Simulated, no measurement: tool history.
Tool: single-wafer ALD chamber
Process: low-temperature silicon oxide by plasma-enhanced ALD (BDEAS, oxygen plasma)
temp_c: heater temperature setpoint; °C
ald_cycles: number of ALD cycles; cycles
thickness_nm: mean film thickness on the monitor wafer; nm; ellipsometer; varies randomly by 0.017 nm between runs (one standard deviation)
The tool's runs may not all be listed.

{"run": 1, "hour": 0.0, "temp_c": 95, "ald_cycles": 64, "thickness_nm": 7.9175}
{"run": 2, "hour": 1.1, "temp_c": 95, "ald_cycles": 57, "thickness_nm": 7.0442}
{"run": 3, "hour": 8.5, "temp_c": 96, "ald_cycles": 57, "thickness_nm": 7.0088}
{"run": 4, "hour": 16.4, "temp_c": 86, "ald_cycles": 57, "thickness_nm": 7.2306}
{"run": 5, "hour": 24.8, "temp_c": 86, "ald_cycles": 64, "thickness_nm": 8.1497}
{"run": 6, "hour": 30.4, "temp_c": 88, "ald_cycles": 62, "thickness_nm": 7.8187}
{"run": 7, "hour": 36.9, "temp_c": 90, "ald_cycles": 61, "thickness_nm": 7.6356}
{"run": 8, "hour": 43.0, "temp_c": 92, "ald_cycles": 60, "thickness_nm": 7.4829}
{"run": 9, "hour": 49.4, "temp_c": 93, "ald_cycles": 59, "thickness_nm": 7.3264}

Run 10, settings as shown, results not yet in. Your forecast:
{"run": 10, "hour": 56.9, "temp_c": 94, "ald_cycles": 58, "thickness_nm": "?"}

thickness_nm: 7.2016 nm

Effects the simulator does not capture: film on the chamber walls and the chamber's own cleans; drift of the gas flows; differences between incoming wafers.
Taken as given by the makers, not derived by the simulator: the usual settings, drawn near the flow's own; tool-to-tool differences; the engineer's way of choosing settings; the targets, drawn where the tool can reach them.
